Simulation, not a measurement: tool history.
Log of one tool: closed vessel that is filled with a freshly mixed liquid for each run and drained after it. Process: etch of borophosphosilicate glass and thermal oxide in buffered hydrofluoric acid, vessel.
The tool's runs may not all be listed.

run,hour,temperature setpoint of the liquid (C),parts of 40 % ammonium fluoride to one part of 49 % hydrofluoric acid (parts by volume),time in the liquid (s),thickness taken off the borophosphosilicate glass on a monitor wafer (Å),thickness taken off the thermal oxide on a monitor wafer (Å)
1,0.0,25.0,17.5,60,727.96,397.60
2,4.5,26.0,17.5,60,766.44,426.73
3,10.0,29.0,17.5,60,904.00,493.79
4,12.6,29.0,14.5,60,1093.90,598.23
5,18.6,27.5,14.5,60,1009.60,551.72
6,23.9,28.0,14.5,60,1035.30,553.78

Forecast run 7:
7,30.0,29.0,14.5,60,?,?

Run 7 gave thickness taken off the borophosphosilicate glass on a monitor wafer (Å) 1087.60, thickness taken off the thermal oxide on a monitor wafer (Å) 594.32.

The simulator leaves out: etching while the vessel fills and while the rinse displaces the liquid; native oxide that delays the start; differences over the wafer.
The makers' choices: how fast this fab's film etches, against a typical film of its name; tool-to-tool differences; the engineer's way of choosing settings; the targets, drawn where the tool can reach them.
